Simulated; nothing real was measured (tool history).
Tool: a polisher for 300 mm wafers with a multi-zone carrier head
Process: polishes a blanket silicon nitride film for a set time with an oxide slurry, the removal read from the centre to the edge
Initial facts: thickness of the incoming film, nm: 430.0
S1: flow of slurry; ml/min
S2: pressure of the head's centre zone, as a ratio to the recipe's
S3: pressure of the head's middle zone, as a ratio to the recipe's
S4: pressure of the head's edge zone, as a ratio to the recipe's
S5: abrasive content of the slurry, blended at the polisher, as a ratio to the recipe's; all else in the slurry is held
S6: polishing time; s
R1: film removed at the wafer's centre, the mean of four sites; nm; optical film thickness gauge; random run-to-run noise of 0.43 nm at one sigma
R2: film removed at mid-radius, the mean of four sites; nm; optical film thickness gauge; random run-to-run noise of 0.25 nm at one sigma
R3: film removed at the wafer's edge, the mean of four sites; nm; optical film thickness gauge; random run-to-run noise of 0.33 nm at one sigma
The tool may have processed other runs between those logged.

run  hour   S1    S2    S3    S4    S5  S6      R1      R2      R3
  1     0  125     1     1     1     1  79  51.652  52.257  51.928
  2   0.8  120  0.97  0.98  0.98  0.95  79  49.227  50.323  49.582
  3   8.4  115  0.94  0.96  0.98   0.9  79  45.783  47.899  48.886
  4     9  115  0.94  0.96  0.98   0.8  79  43.842  45.784  46.385
  5  11.1  115  0.85  0.96  0.98   0.8  79  39.657  46.716  47.891
  6  17.5  110  0.86  0.95  0.97   0.8  79  40.421   45.88  46.789

The next listed run, before its measurement:
  7  20.3  75  0.84  0.91  0.94  0.75  79   ?   ?   ?

Run 7 measured R1 33.819 nm, R2 38.9 nm, R3 42.13 nm.
